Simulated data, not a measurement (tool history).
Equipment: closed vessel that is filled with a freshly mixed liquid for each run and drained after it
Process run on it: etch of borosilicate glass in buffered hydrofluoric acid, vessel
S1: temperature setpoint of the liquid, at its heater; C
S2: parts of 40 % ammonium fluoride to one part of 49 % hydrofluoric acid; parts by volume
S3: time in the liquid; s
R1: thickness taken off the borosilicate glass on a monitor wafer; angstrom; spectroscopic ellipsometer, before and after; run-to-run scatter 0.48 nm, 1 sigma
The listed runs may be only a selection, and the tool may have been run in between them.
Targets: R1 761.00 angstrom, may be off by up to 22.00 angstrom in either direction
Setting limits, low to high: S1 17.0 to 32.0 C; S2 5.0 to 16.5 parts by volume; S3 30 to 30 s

Run 1, hour 0.0: S1 24.0 C, S2 10.0 parts by volume, S3 30 s. Result: R1 379.82 angstrom.
Run 2, hour 8.9: S1 27.0 C, S2 10.0 parts by volume, S3 30 s. Result: R1 439.68 angstrom.
Run 3, hour 14.1: S1 27.0 C, S2 12.0 parts by volume, S3 30 s. Result: R1 369.28 angstrom.
Run 4, hour 20.1: S1 24.0 C, S2 12.0 parts by volume, S3 30 s. Result: R1 316.60 angstrom.
Run 5, hour 20.6: S1 22.5 C, S2 12.0 parts by volume, S3 30 s. Result: R1 293.64 angstrom.
Run 6, hour 23.4: S1 21.0 C, S2 12.0 parts by volume, S3 30 s. Result: R1 270.07 angstrom.
Run 7, hour 24.9: S1 22.5 C, S2 11.5 parts by volume, S3 30 s. Result: R1 303.48 angstrom.
Run 8, hour 30.4: S1 26.5 C, S2 8.5 parts by volume, S3 30 s. Result: R1 490.48 angstrom.
Run 9, hour 32.1: S1 27.0 C, S2 8.5 parts by volume, S3 30 s. Result: R1 511.94 angstrom.
Run 10, hour 37.3: S1 27.5 C, S2 8.5 parts by volume, S3 30 s. Result: R1 518.45 angstrom.
Run 11, hour 42.7: S1 31.5 C, S2 6.0 parts by volume, S3 30 s. Result: R1 906.48 angstrom.
Run 12, hour 51.2: S1 31.0 C, S2 6.0 parts by volume, S3 30 s. Result: R1 885.21 angstrom.
Run 13, hour 55.2: S1 30.5 C, S2 6.0 parts by volume, S3 30 s. Result: R1 861.77 angstrom.
Run 14, hour 56.7: S1 29.5 C, S2 6.0 parts by volume, S3 30 s. Result: R1 819.47 angstrom.

Exactly one of the 4 candidate moves below puts every result within its allowed miss. Which one?
Run A, hour 58.2: S1 30.5 C, S2 5.5 parts by volume, S3 30 s. Result: R1 ?.
Run B, hour 58.2: S1 29.5 C, S2 6.5 parts by volume, S3 30 s. Result: R1 ?.
Run C, hour 58.2: S1 32.0 C, S2 7.0 parts by volume, S3 30 s. Result: R1 ?.
Run D, hour 58.2: S1 29.5 C, S2 5.5 parts by volume, S3 30 s. Result: R1 ?.

move      R1
   A  938.36
   B  768.84
   C  817.87
   D  891.58
A: lands further from the targets than the last run did
B: all results land within tolerance of their targets
C: roughly where the last run was
D: lands further from the targets than the last run did
The right move is B.

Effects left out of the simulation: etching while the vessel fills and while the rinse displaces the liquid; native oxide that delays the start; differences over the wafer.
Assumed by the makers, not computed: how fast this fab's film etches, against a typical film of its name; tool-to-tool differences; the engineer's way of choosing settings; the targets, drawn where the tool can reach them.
